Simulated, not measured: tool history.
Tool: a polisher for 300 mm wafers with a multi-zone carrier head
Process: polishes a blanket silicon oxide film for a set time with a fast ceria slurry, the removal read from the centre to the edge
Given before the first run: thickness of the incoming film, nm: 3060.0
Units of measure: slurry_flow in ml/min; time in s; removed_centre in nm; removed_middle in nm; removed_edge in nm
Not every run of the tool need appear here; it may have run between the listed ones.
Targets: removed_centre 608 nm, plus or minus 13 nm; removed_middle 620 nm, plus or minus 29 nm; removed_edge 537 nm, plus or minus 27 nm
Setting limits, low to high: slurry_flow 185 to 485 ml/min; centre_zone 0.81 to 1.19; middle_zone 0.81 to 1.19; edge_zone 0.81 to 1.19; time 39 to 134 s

| run | hour | slurry_flow | centre_zone | middle_zone | edge_zone | time | removed_centre | removed_middle | removed_edge |
|---|---|---|---|---|---|---|---|---|---|
| 1 | 0 | 310 | 1 | 1 | 1 | 86 | 916.46 | 890.31 | 957.29 |
| 2 | 3.5 | 320 | 1.01 | 1.02 | 0.97 | 79 | 863.26 | 846.65 | 829.41 |
| 3 | 10.7 | 320 | 1.01 | 1.09 | 0.97 | 79 | 859.95 | 875.53 | 830.62 |
| 4 | 14.1 | 320 | 1.01 | 1.09 | 1.01 | 79 | 862.97 | 886.66 | 851.1 |
| 5 | 20.8 | 335 | 1.01 | 1.08 | 0.99 | 74 | 803.75 | 809.9 | 790.24 |
| 6 | 27.2 | 335 | 1.01 | 1.01 | 0.99 | 74 | 806.32 | 781.17 | 804.3 |
| 7 | 28.2 | 335 | 1.01 | 1.02 | 0.97 | 71 | 766.02 | 740.17 | 765.68 |
| 8 | 34 | 335 | 1.01 | 1.04 | 0.95 | 68 | 746.35 | 721.91 | 723.85 |
| 9 | 38.4 | 335 | 1.01 | 1.06 | 0.93 | 65 | 706.13 | 718.26 | 690.08 |
| 10 | 39.8 | 340 | 1.02 | 1.07 | 0.92 | 63 | 691.51 | 706.31 | 651.08 |
| 11 | 45 | 340 | 1.02 | 1.07 | 0.91 | 61 | 669.61 | 654.95 | 626.41 |
| 12 | 51.8 | 340 | 1.02 | 1.08 | 0.89 | 60 | 660.62 | 673.98 | 620.91 |
| 13 | 58.7 | 340 | 1.02 | 1.08 | 0.88 | 59 | 650.07 | 664.36 | 604.88 |
| 14 | 62.5 | 340 | 1.02 | 1.08 | 0.87 | 58 | 639.42 | 640.63 | 597.73 |
| 15 | 64.6 | 340 | 1.02 | 1.09 | 0.86 | 57 | 630.53 | 644.52 | 574.02 |

Below are 5 possible settings for the next run. Only one of them brings all results inside the allowed miss of their targets. Which is it?
| A | 66.7 | 360 | 1.12 | 1.02 | 0.85 | 53 | ? | ? | ? |
| B | 66.7 | 330 | 1.07 | 1.09 | 0.81 | 50 | ? | ? | ? |
| C | 66.7 | 345 | 1.06 | 1.14 | 0.87 | 53 | ? | ? | ? |
| D | 66.7 | 370 | 1.19 | 1.08 | 0.81 | 49 | ? | ? | ? |
| E | 66.7 | 350 | 1 | 0.93 | 1 | 56 | ? | ? | ? |

| move | removed_centre | removed_middle | removed_edge |
|---|---|---|---|
| A | 652.92 | 563.37 | 530.68 |
| B | 584.07 | 558.66 | 487.06 |
| C | 615.96 | 617.62 | 534.03 |
| D | 643.38 | 547.76 | 480.7 |
| E | 613.59 | 549.81 | 604.39 |
A: further off than the last run
B: the result that was furthest off in the last run now lies on the other side of its target
C: hits every target within its allowed miss
D: further off than the last run
E: meets the target for the result that was furthest off, but another lies outside its allowed miss
Answer: C
